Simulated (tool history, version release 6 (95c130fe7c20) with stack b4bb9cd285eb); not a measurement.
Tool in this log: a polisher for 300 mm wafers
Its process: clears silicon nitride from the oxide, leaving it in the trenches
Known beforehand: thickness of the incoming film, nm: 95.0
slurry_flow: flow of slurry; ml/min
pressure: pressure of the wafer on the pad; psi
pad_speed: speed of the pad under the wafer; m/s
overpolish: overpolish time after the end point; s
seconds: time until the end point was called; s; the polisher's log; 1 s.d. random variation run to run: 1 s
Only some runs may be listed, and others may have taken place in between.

Run 1, hour 0.0: slurry_flow 205 ml/min, pressure 2.2 psi, pad_speed 1.24 m/s, overpolish 3 s. Result: seconds 145.08 s.
Run 2, hour 7.2: slurry_flow 205 ml/min, pressure 2.2 psi, pad_speed 1.24 m/s, overpolish 3 s. Result: seconds 146.74 s.
Run 3, hour 14.1: slurry_flow 205 ml/min, pressure 2.2 psi, pad_speed 1.46 m/s, overpolish 3 s. Result: seconds 125.63 s.
Run 4, hour 20.4: slurry_flow 205 ml/min, pressure 2.2 psi, pad_speed 1.46 m/s, overpolish 3 s. Result: seconds 125.77 s.
Run 5, hour 24.4: slurry_flow 185 ml/min, pressure 2.2 psi, pad_speed 1.46 m/s, overpolish 3 s. Result: seconds 126.88 s.
Run 6, hour 32.1: slurry_flow 135 ml/min, pressure 2.2 psi, pad_speed 1.46 m/s, overpolish 3 s. Result: seconds 132.90 s.
Run 7, hour 36.3: slurry_flow 140 ml/min, pressure 2.3 psi, pad_speed 1.46 m/s, overpolish 3 s. Result: seconds 129.19 s.

What does the tool deliver on the next run?
Run 8, hour 44.8: slurry_flow 150 ml/min, pressure 2.3 psi, pad_speed 1.46 m/s, overpolish 3 s. Result: seconds ?.

{"run 8": {"seconds": 126.17}}
